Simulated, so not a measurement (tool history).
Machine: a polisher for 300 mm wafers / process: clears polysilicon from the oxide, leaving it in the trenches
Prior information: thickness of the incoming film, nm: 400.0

| run | hour | flow of slurry (ml/min) | pressure of the wafer on the pad (psi) | speed of the pad under the wafer (m/s) | overpolish time after the end point (s) | time until the end point was called (s) | dishing of a wide line in a test structure (angstrom) |
|---|---|---|---|---|---|---|---|
| 1 | 0.0 | 195 | 3.1 | 1.20 | 22 | 23.689 | 863.17 |
| 2 | 1.5 | 175 | 3.1 | 1.20 | 22 | 24.069 | 927.21 |
| 3 | 3.2 | 185 | 2.9 | 1.16 | 21 | 25.672 | 905.53 |
| 4 | 7.7 | 200 | 2.8 | 1.10 | 19 | 27.768 | 864.54 |
| 5 | 9.1 | 210 | 2.6 | 1.06 | 18 | 30.703 | 873.69 |
| 6 | 15.8 | 220 | 2.5 | 1.02 | 17 | 31.784 | 813.33 |

What will run 7 give?
| 7 | 22.1 | 225 | 2.4 | 1.00 | 17 | ? | ? |

{"run 7": {"time until the end point was called (s)": 33.909, "dishing of a wide line in a test structure (angstrom)": 805.55}}
